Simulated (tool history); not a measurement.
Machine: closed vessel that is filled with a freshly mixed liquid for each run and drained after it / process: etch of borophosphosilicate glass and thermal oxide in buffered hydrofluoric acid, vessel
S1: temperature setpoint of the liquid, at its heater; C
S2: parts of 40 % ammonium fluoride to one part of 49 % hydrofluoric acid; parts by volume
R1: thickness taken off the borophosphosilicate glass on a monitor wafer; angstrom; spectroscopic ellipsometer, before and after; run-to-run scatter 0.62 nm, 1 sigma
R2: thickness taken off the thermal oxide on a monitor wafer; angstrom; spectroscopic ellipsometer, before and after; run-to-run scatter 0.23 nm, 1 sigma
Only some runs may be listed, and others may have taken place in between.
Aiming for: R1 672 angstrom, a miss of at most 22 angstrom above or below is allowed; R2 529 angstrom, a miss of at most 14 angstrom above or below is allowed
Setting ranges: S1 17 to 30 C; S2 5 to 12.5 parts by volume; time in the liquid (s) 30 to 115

{"run": 1, "hour": 0.0, "S1": 22, "S2": 7.5, "time in the liquid (s)": 60, "R1": 966.53, "R2": 762.84}
{"run": 2, "hour": 4.1, "S1": 22, "S2": 5.5, "time in the liquid (s)": 60, "R1": 1279.8, "R2": 1027}
{"run": 3, "hour": 7.2, "S1": 22, "S2": 5.5, "time in the liquid (s)": 50, "R1": 1082.2, "R2": 846.84}
{"run": 4, "hour": 14.7, "S1": 20.5, "S2": 6, "time in the liquid (s)": 50, "R1": 925.58, "R2": 719.55}
{"run": 5, "hour": 17.4, "S1": 19.5, "S2": 6, "time in the liquid (s)": 50, "R1": 881, "R2": 688.88}
{"run": 6, "hour": 25.7, "S1": 19, "S2": 6.5, "time in the liquid (s)": 50, "R1": 794.87, "R2": 622.83}
{"run": 7, "hour": 31.0, "S1": 18.5, "S2": 6.5, "time in the liquid (s)": 50, "R1": 778.19, "R2": 604.61}
{"run": 8, "hour": 32.4, "S1": 18, "S2": 6.5, "time in the liquid (s)": 50, "R1": 746.99, "R2": 590.5}
{"run": 9, "hour": 40.7, "S1": 17.5, "S2": 6.5, "time in the liquid (s)": 50, "R1": 735.59, "R2": 571.08}

4 candidate next runs follow, results not yet known. Just one meets every target within its allowed miss. Identify it.
{"run": "A", "hour": 49.0, "S1": 18, "S2": 6, "time in the liquid (s)": 50, "R1": "?", "R2": "?"}
{"run": "B", "hour": 49.0, "S1": 21.5, "S2": 8.5, "time in the liquid (s)": 55, "R1": "?", "R2": "?"}
{"run": "C", "hour": 49.0, "S1": 21, "S2": 10.5, "time in the liquid (s)": 70, "R1": "?", "R2": "?"}
{"run": "D", "hour": 49.0, "S1": 22, "S2": 9, "time in the liquid (s)": 50, "R1": "?", "R2": "?"}

move=A R1=811.84 R2=628.43
move=B R1=763.49 R2=596.31
move=C R1=791.36 R2=619.1
move=D R1=669.95 R2=523.76
A: the biggest miss grows against the last run
B: the biggest miss grows against the last run
C: the biggest miss grows against the last run
D: every result lands within tolerance
The right move is D.
